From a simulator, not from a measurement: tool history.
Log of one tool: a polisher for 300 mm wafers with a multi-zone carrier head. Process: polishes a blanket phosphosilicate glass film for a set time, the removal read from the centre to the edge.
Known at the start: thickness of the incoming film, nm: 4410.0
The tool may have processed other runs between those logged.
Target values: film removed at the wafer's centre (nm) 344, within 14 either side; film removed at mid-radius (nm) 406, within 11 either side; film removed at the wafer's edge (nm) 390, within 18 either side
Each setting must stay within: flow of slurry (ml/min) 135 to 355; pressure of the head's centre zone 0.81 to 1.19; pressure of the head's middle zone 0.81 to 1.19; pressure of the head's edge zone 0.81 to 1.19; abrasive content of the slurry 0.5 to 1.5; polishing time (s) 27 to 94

| run | day | flow of slurry (ml/min) | pressure of the head's centre zone | pressure of the head's middle zone | pressure of the head's edge zone | abrasive content of the slurry | polishing time (s) | film removed at the wafer's centre (nm) | film removed at mid-radius (nm) | film removed at the wafer's edge (nm) |
|---|---|---|---|---|---|---|---|---|---|---|
| 1 | 0 | 225 | 1 | 1 | 1 | 1 | 60 | 497.38 | 504.29 | 512.91 |
| 2 | 0.142 | 280 | 1 | 1 | 1 | 1 | 60 | 522.33 | 523.41 | 519.83 |
| 3 | 0.246 | 275 | 0.98 | 1 | 0.99 | 0.95 | 60 | 491.07 | 505.73 | 509.17 |
| 4 | 0.329 | 275 | 0.97 | 1 | 0.98 | 0.9 | 60 | 463.9 | 495.55 | 481.47 |
| 5 | 0.654 | 270 | 0.96 | 0.99 | 0.97 | 0.9 | 60 | 463.5 | 489.84 | 489.73 |
| 6 | 1.004 | 270 | 0.96 | 0.99 | 0.97 | 0.9 | 53 | 408.74 | 430.17 | 425.28 |
| 7 | 1.138 | 265 | 0.95 | 0.99 | 0.96 | 0.9 | 53 | 405.62 | 433.2 | 424.29 |
| 8 | 1.433 | 260 | 0.94 | 0.99 | 0.95 | 0.9 | 53 | 402.52 | 433.73 | 414.16 |
| 9 | 1.583 | 255 | 0.93 | 0.99 | 0.95 | 0.9 | 53 | 382.51 | 424.16 | 421.53 |
| 10 | 1.658 | 250 | 0.93 | 0.99 | 0.94 | 0.9 | 53 | 397.49 | 421.27 | 423.71 |
| 11 | 1.933 | 250 | 0.83 | 1.03 | 0.9 | 0.75 | 53 | 311.98 | 390.97 | 365.15 |
| 12 | 2.192 | 255 | 0.84 | 1.03 | 0.91 | 0.75 | 53 | 311.58 | 386.58 | 371.25 |
| 13 | 2.254 | 260 | 0.85 | 1.03 | 0.91 | 0.75 | 53 | 320.08 | 387.51 | 364.78 |
| 14 | 2.433 | 260 | 0.85 | 1.03 | 0.92 | 0.75 | 53 | 326.75 | 394.21 | 370.56 |

Which of these 4 next moves meets every target?
| A | 2.612 | 225 | 0.82 | 0.92 | 0.9 | 0.9 | 50 | ? | ? | ? |
| B | 2.612 | 290 | 0.87 | 1.16 | 0.91 | 0.85 | 46 | ? | ? | ? |
| C | 2.612 | 265 | 0.83 | 1.09 | 0.95 | 0.75 | 52 | ? | ? | ? |
| D | 2.612 | 275 | 0.87 | 1.02 | 0.94 | 0.55 | 69 | ? | ? | ? |

| move | film removed at the wafer's centre (nm) | film removed at mid-radius (nm) | film removed at the wafer's edge (nm) |
|---|---|---|---|
| A | 317.47 | 382.58 | 387.59 |
| B | 310.89 | 406.49 | 353.89 |
| C | 306.46 | 404.16 | 373.6 |
| D | 340.63 | 410.59 | 394.2 |
A: its largest miss is bigger than the last run's
B: its largest miss is bigger than the last run's
C: its largest miss is bigger than the last run's
D: hits every target within its allowed miss
Answer: D
